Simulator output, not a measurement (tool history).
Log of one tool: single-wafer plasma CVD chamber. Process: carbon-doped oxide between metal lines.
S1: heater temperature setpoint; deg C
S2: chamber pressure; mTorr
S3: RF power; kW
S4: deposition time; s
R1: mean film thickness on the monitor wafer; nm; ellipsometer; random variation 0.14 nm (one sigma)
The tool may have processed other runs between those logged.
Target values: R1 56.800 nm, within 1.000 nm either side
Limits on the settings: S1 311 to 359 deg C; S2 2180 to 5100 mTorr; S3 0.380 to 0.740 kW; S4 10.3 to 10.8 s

run,hour,S1,S2,S3,S4,R1
1,0.0,335,3640,0.560,10.8,61.796
2,8.5,335,3640,0.560,10.8,61.383
3,11.9,335,3640,0.560,10.8,61.362
4,14.2,335,3640,0.600,10.8,64.664
5,20.9,335,3640,0.600,10.8,64.453
6,21.7,340,3640,0.600,10.8,63.542
7,25.7,342,3500,0.590,10.8,62.203
8,30.4,344,3400,0.580,10.8,60.479
9,31.1,346,3320,0.580,10.8,60.251
10,32.2,347,3240,0.575,10.8,59.502
11,35.8,348,3180,0.570,10.8,58.762
12,39.9,349,3130,0.570,10.8,58.738
13,45.3,350,3090,0.570,10.8,58.397
14,53.9,351,3060,0.570,10.8,58.259
15,55.3,352,3030,0.570,10.8,57.844
16,63.8,353,3010,0.570,10.8,57.776

Consider the 5 candidate settings below. Which is the only one whose results all fall within their allowed miss of target?
A,72.3,356,2580,0.600,10.8,?
B,72.3,350,2740,0.585,10.4,?
C,72.3,355,2660,0.605,10.8,?
D,72.3,348,2580,0.580,10.8,?
E,72.3,350,2620,0.590,10.8,?

move,R1
A,58.936
B,56.849
C,59.563
D,58.684
E,59.167
A: further off than the last run
B: in spec on every target
C: further off than the last run
D: further off than the last run
E: further off than the last run
Correct choice: B, which meets every target

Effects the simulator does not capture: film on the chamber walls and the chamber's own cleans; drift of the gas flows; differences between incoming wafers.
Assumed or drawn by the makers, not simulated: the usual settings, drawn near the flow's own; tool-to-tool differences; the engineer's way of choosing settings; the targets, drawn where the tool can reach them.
